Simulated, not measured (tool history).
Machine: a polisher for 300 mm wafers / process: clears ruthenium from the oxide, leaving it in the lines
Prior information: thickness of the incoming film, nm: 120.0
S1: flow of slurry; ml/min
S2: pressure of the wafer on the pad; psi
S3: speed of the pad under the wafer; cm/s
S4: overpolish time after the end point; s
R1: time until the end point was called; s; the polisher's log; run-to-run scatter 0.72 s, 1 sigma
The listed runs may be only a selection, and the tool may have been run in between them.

| run | day | S1 | S2 | S3 | S4 | R1 |
|---|---|---|---|---|---|---|
| 1 | 0 | 285 | 2 | 124 | 43 | 86.507 |
| 2 | 0.175 | 285 | 2.2 | 124 | 43 | 80.681 |
| 3 | 0.471 | 285 | 2.4 | 126 | 43 | 73.801 |
| 4 | 0.508 | 285 | 2 | 126 | 43 | 83.996 |
| 5 | 0.658 | 285 | 2 | 126 | 46 | 84.317 |
| 6 | 0.858 | 285 | 2.3 | 128 | 46 | 75.687 |
| 7 | 0.942 | 285 | 2.5 | 130 | 46 | 69.373 |
| 8 | 1.038 | 285 | 2.6 | 132 | 46 | 65.059 |
| 9 | 1.125 | 285 | 2.7 | 132 | 46 | 63.592 |
| 10 | 1.467 | 285 | 2.8 | 132 | 46 | 62.427 |
| 11 | 1.742 | 285 | 2.9 | 132 | 46 | 61.698 |

Run 12 comes next. What will it give?
| 12 | 1.767 | 285 | 2.9 | 134 | 46 | ? |

{"run 12": {"R1": 59.934}}

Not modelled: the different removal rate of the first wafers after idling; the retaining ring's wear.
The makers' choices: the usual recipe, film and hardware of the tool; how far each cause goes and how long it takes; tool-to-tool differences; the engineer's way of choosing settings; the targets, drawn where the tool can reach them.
